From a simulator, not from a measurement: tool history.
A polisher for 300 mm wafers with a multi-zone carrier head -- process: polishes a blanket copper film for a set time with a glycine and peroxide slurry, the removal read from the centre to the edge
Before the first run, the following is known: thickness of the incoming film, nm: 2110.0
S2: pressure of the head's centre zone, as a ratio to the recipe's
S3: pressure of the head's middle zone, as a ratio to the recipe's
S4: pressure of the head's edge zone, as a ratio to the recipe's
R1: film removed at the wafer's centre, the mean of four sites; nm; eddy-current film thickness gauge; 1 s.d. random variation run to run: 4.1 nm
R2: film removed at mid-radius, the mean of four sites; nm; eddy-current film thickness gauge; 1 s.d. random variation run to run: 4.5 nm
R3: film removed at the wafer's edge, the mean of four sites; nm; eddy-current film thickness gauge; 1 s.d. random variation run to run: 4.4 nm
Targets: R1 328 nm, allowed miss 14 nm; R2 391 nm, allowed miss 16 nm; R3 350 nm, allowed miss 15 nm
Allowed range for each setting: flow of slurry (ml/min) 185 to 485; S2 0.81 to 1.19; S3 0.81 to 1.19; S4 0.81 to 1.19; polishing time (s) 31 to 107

Run 1, day 0: flow of slurry (ml/min) 310, S2 1, S3 1, S4 1, polishing time (s) 69. Result: R1 277.07 nm, R2 283.26 nm, R3 275.6 nm.
Run 2, day 0.333: flow of slurry (ml/min) 350, S2 1, S3 1, S4 1, polishing time (s) 69. Result: R1 276.92 nm, R2 284.43 nm, R3 277.7 nm.
Run 3, day 0.554: flow of slurry (ml/min) 350, S2 1, S3 1, S4 0.94, polishing time (s) 69. Result: R1 277.14 nm, R2 284.34 nm, R3 273.91 nm.
Run 4, day 0.817: flow of slurry (ml/min) 350, S2 1, S3 1, S4 0.97, polishing time (s) 69. Result: R1 280.95 nm, R2 282.26 nm, R3 274.5 nm.
Run 5, day 0.9: flow of slurry (ml/min) 345, S2 0.98, S3 1.03, S4 0.98, polishing time (s) 73. Result: R1 287.39 nm, R2 313.97 nm, R3 288.43 nm.
Run 6, day 1.192: flow of slurry (ml/min) 345, S2 0.97, S3 1.03, S4 1, polishing time (s) 76. Result: R1 299.92 nm, R2 319.28 nm, R3 307.27 nm.
Run 7, day 1.404: flow of slurry (ml/min) 345, S2 0.96, S3 1.06, S4 1.01, polishing time (s) 78. Result: R1 309.62 nm, R2 341.48 nm, R3 314.77 nm.
Run 8, day 1.55: flow of slurry (ml/min) 345, S2 0.95, S3 1.07, S4 1.02, polishing time (s) 80. Result: R1 306.93 nm, R2 352.11 nm, R3 332.38 nm.

Exercise: of the 4 proposed moves below, exactly one satisfies all targets within the stated allowed misses. Which move is it?
Run A, day 1.696: flow of slurry (ml/min) 270, S2 1.08, S3 1.07, S4 0.94, polishing time (s) 84. Result: R1 ?, R2 ?, R3 ?.
Run B, day 1.696: flow of slurry (ml/min) 350, S2 0.97, S3 1.16, S4 1.09, polishing time (s) 84. Result: R1 ?, R2 ?, R3 ?.
Run C, day 1.696: flow of slurry (ml/min) 375, S2 0.9, S3 1.06, S4 1.11, polishing time (s) 82. Result: R1 ?, R2 ?, R3 ?.
Run D, day 1.696: flow of slurry (ml/min) 350, S2 0.98, S3 1.05, S4 1.1, polishing time (s) 82. Result: R1 ?, R2 ?, R3 ?.

move      R1      R2      R3
   A   366.8  362.13   325.4
   B  336.66  396.04  354.61
   C  306.12  359.68  351.13
   D   331.8  354.95  348.28
A: the biggest miss grows against the last run
B: every result within its allowed miss
C: nearer than the last run, and not there yet
D: nearer than the last run, and not there yet
So the answer is move B, the one that meets all the targets.
